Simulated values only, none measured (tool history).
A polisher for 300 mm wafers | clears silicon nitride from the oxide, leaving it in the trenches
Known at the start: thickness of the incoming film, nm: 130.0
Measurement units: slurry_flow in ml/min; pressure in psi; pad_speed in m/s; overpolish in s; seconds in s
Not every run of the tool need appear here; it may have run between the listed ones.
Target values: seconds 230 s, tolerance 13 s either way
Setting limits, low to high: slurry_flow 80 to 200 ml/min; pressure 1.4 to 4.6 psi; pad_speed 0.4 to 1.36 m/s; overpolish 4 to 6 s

run	hour	slurry_flow	pressure	pad_speed	overpolish	seconds
1	0	130	3	0.88	6	165.88
2	8.3	130	3.6	0.88	6	141.97
3	13.7	160	3.6	0.88	6	134.4
4	14.6	160	3.6	0.88	6	135.85
5	16.2	160	4.1	0.88	6	116.42
6	22.5	160	4.1	0.98	6	110.11
7	27.6	160	3.8	0.96	6	116.34
8	33.2	160	3.5	0.94	6	130.29
9	38.9	160	3.3	0.92	6	142.37
10	40.8	160	3.1	0.92	6	150.45
11	41.5	155	2.3	0.86	6	224.65
# hour 44.8: slurry nozzle cleaned
12	44.8	155	2.2	0.86	6	214.45

Which of these 5 next moves meets every target?
A	48.1	175	2.6	0.78	6	?
B	48.1	160	3.1	0.66	6	?
C	48.1	145	2	0.8	4	?
D	48.1	150	2.3	1	6	?
E	48.1	160	1.9	0.94	4	?

move	seconds
A	190.74
B	183.15
C	248.2
D	182.99
E	227.87
A: the biggest miss grows against the last run
B: the biggest miss grows against the last run
C: takes the result that was furthest off past its target
D: the biggest miss grows against the last run
E: every result within its allowed miss
E is the move that brings every result within its allowed miss.
